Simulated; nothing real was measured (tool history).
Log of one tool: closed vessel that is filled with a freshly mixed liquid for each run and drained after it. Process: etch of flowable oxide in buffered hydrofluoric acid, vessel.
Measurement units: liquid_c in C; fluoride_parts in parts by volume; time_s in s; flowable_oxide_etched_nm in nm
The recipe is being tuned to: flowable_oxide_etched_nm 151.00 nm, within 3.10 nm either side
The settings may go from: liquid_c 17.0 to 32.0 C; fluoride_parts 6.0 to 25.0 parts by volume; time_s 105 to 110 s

{"run": 1, "hour": 0.0, "liquid_c": 24.0, "fluoride_parts": 15.5, "time_s": 105, "flowable_oxide_etched_nm": 188.84}
{"run": 2, "hour": 7.1, "liquid_c": 23.5, "fluoride_parts": 15.5, "time_s": 105, "flowable_oxide_etched_nm": 183.2}
{"run": 3, "hour": 11.2, "liquid_c": 23.0, "fluoride_parts": 15.5, "time_s": 105, "flowable_oxide_etched_nm": 177.89}
{"run": 4, "hour": 12.8, "liquid_c": 23.0, "fluoride_parts": 15.5, "time_s": 105, "flowable_oxide_etched_nm": 177.79}
{"run": 5, "hour": 19.6, "liquid_c": 23.0, "fluoride_parts": 15.5, "time_s": 105, "flowable_oxide_etched_nm": 177.88}
{"run": 6, "hour": 20.8, "liquid_c": 22.5, "fluoride_parts": 15.5, "time_s": 105, "flowable_oxide_etched_nm": 172.95}
{"run": 7, "hour": 24.8, "liquid_c": 22.0, "fluoride_parts": 15.5, "time_s": 105, "flowable_oxide_etched_nm": 169.0}
{"run": 8, "hour": 32.5, "liquid_c": 21.0, "fluoride_parts": 15.5, "time_s": 105, "flowable_oxide_etched_nm": 158.61}
{"run": 9, "hour": 35.7, "liquid_c": 20.5, "fluoride_parts": 15.5, "time_s": 105, "flowable_oxide_etched_nm": 155.58}

4 candidate next runs follow, results not yet known. Just one meets every target within its allowed miss. Identify it.
{"run": "A", "hour": 38.9, "liquid_c": 19.0, "fluoride_parts": 14.0, "time_s": 105, "flowable_oxide_etched_nm": "?"}
{"run": "B", "hour": 38.9, "liquid_c": 19.0, "fluoride_parts": 14.5, "time_s": 110, "flowable_oxide_etched_nm": "?"}
{"run": "C", "hour": 38.9, "liquid_c": 17.0, "fluoride_parts": 12.5, "time_s": 105, "flowable_oxide_etched_nm": "?"}
{"run": "D", "hour": 38.9, "liquid_c": 20.0, "fluoride_parts": 15.5, "time_s": 105, "flowable_oxide_etched_nm": "?"}

move=A flowable_oxide_etched_nm=158.79
move=B flowable_oxide_etched_nm=160.71
move=C flowable_oxide_etched_nm=158.41
move=D flowable_oxide_etched_nm=151.98
A: moves away from the targets compared with the last run
B: moves away from the targets compared with the last run
C: moves away from the targets compared with the last run
D: meets every target
The move that meets every target is D.
